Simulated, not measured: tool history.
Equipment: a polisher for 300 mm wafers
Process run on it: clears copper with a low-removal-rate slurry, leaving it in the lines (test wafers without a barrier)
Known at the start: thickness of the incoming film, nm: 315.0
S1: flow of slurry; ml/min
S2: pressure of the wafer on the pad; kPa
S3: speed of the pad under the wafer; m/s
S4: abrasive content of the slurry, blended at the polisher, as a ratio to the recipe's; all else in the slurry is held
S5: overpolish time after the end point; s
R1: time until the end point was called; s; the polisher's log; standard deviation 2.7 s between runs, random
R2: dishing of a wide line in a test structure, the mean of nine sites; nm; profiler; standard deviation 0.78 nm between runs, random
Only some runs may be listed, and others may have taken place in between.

run    day   S1    S2    S3   S4  S5      R1      R2
  1      0  160    29   0.9    1  22   95.47  50.427
  2  0.154  160  26.2  0.86    1  24  105.81  47.396
  3  0.417  155  24.1   0.8    1  26  122.33  46.911
  4   0.75  150  22.1  0.76    1  27  143.58  44.722
  5  1.096  150  22.1  0.76  1.2  27  138.13  43.098
  6  1.329  150  24.8  0.76  1.2  27  124.62  48.391

Forecast run 7:
  7  1.683  145  22.8  0.74  1.2  28   ?   ?

R1: 139.04 s
R2: 44.41 nm
